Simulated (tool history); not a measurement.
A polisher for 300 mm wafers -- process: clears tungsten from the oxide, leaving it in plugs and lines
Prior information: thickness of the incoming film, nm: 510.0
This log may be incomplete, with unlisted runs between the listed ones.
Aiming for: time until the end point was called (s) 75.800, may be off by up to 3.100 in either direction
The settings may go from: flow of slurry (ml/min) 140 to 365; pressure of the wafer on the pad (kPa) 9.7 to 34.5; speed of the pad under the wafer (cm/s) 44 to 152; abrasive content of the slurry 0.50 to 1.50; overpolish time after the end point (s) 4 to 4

run	hour	flow of slurry (ml/min)	pressure of the wafer on the pad (kPa)	speed of the pad under the wafer (cm/s)	abrasive content of the slurry	overpolish time after the end point (s)	time until the end point was called (s)
1	0.0	235	22.1	98	1.00	4	124.310
2	7.5	235	24.8	98	1.00	4	113.740
3	15.2	235	22.1	98	1.00	4	123.340
4	21.1	235	24.8	100	1.00	4	110.460
5	22.8	235	24.8	84	1.00	4	127.300
6	26.9	235	26.9	88	1.00	4	116.550
7	28.8	235	29.0	92	1.00	4	103.980
8	29.8	235	30.3	96	1.00	4	97.116
9	35.0	235	31.0	100	1.00	4	92.419
10	43.0	235	31.7	102	1.00	4	89.288
11	47.2	235	32.4	104	1.00	4	86.760
12	47.8	235	33.1	106	1.00	4	83.140
13	55.2	235	33.8	108	1.00	4	79.692

Which of these 5 next moves meets every target?
A	62.6	225	34.5	102	1.05	4	?
B	62.6	145	34.5	116	1.15	4	?
C	62.6	195	33.1	112	0.95	4	?
D	62.6	260	29.6	116	1.00	4	?
E	62.6	220	34.5	106	0.85	4	?

move	time until the end point was called (s)
A	81.273
B	76.098
C	80.617
D	81.236
E	82.749
A: misses by more than the last run did
B: every result within its allowed miss
C: misses by more than the last run did
D: misses by more than the last run did
E: misses by more than the last run did
B meets every target.
